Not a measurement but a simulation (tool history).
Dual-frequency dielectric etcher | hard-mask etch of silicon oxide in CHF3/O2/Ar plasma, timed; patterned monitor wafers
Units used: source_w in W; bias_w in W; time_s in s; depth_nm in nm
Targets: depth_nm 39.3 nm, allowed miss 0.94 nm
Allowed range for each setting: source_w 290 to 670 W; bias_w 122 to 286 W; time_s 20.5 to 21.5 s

| run | hour | source_w | bias_w | time_s | depth_nm |
|---|---|---|---|---|---|
| 1 | 0 | 480 | 204 | 20.5 | 35.42 |
| 2 | 2.5 | 480 | 188 | 20.5 | 34.572 |
| 3 | 9.4 | 500 | 191 | 20.5 | 35.16 |
| 4 | 10.8 | 500 | 174 | 20.5 | 34.468 |
| 5 | 17.3 | 500 | 174 | 21.5 | 35.93 |
| 6 | 22.7 | 510 | 176 | 21.5 | 36.345 |
| 7 | 31.4 | 520 | 178 | 21.5 | 36.775 |
| 8 | 37.1 | 530 | 180 | 21.5 | 37.466 |

Pick the move, out of 4, that brings all results within their allowed miss; only one does.
| A | 42.8 | 550 | 230 | 21.5 | ? |
| B | 42.8 | 560 | 172 | 21 | ? |
| C | 42.8 | 530 | 183 | 21.5 | ? |
| D | 42.8 | 580 | 178 | 21 | ? |

| move | depth_nm |
|---|---|
| A | 39.476 |
| B | 36.489 |
| C | 37.127 |
| D | 37.175 |
A: all results land within tolerance of their targets
B: moves away from the targets compared with the last run
C: moves away from the targets compared with the last run
D: moves away from the targets compared with the last run
Go with A: it meets all targets.
